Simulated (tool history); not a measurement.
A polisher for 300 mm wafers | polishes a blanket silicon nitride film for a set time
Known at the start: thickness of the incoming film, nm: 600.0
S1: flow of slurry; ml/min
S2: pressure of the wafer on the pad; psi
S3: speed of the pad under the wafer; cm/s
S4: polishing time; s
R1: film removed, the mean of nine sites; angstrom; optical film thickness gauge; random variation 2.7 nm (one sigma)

run  hour   S1   S2   S3   S4      R1
  1   0.0  275  3.2  142  114  2757.5
  2   8.5  230  3.2  142  114  2633.3
  3  11.8  225  3.1  142  114  2617.1
  4  13.9  225  3.0  142  114  2529.7
  5  14.9  225  3.0  164  114  2889.2
  6  22.4  225  2.9  164  114  2797.0
  7  23.9  225  2.8  164  114  2694.8

Forecast run 8:
  8  24.8  225  2.7  164  114   ?

R1: 2579.2 angstrom
